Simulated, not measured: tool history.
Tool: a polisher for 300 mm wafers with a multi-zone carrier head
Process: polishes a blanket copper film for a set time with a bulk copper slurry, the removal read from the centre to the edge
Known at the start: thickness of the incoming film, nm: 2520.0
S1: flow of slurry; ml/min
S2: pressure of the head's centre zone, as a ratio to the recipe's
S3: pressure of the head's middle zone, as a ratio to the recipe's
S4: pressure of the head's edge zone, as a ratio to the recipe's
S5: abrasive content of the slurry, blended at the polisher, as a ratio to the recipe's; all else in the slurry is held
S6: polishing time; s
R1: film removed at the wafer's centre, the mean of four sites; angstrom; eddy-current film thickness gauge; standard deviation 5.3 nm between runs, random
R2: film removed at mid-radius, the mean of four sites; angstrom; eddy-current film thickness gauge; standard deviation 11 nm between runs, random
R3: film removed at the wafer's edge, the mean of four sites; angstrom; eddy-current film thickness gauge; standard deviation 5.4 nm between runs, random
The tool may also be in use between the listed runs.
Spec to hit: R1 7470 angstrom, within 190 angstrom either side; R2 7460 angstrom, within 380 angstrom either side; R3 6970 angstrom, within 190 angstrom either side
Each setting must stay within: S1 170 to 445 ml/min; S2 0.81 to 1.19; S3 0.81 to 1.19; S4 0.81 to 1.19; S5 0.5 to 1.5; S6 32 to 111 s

run	hour	S1	S2	S3	S4	S5	S6	R1	R2	R3
1	0	285	1	1	1	1	71	6134.8	6164	6118.8
2	1.2	285	1	0.95	1	1	71	6088.1	5849.5	6020.2
3	9.5	285	1	0.95	1.07	1	71	6147.2	5984.6	6224.3
4	10.7	285	1	0.95	1.1	1	71	6057.8	5902.9	6306.1
5	13	235	1	0.95	1.1	1	71	5922.9	5743.3	6246.6
6	14.8	235	1	0.95	1.1	1	55	4671.4	4518.1	4724.3
7	21	245	1.02	0.97	1.11	1.05	57	4990.7	4779.8	5063.3
8	25.2	265	1.04	1	1.1	1.1	58	5162.6	5230.6	5235.1
9	27.3	310	1.14	1.03	1.12	1.35	72	7543.4	6749.1	6815

Below are 5 possible settings for the next run. Only one of them brings all results inside the allowed miss of their targets. Which is it?
A	29.4	330	1.17	0.92	1.12	1.35	70	?	?	?
B	29.4	310	1.13	1.09	1.12	1.35	73	?	?	?
C	29.4	335	1.16	1.18	1.02	1.4	72	?	?	?
D	29.4	300	1.11	0.85	1.13	1.3	74	?	?	?
E	29.4	215	1.07	1.01	0.93	1.5	83	?	?	?

move	R1	R2	R3
A	7440.1	6110.6	6734.9
B	7467.3	7309.4	6974.3
C	7669.7	7831	6685.2
D	7350.9	5951.8	7051.4
E	7808.9	7587.5	7232.1
A: moves away from the targets compared with the last run
B: all results in spec
C: gets the furthest-off result to its target, but another result is out of tolerance
D: moves away from the targets compared with the last run
E: gets the furthest-off result to its target, but another result is out of tolerance
B meets every target.

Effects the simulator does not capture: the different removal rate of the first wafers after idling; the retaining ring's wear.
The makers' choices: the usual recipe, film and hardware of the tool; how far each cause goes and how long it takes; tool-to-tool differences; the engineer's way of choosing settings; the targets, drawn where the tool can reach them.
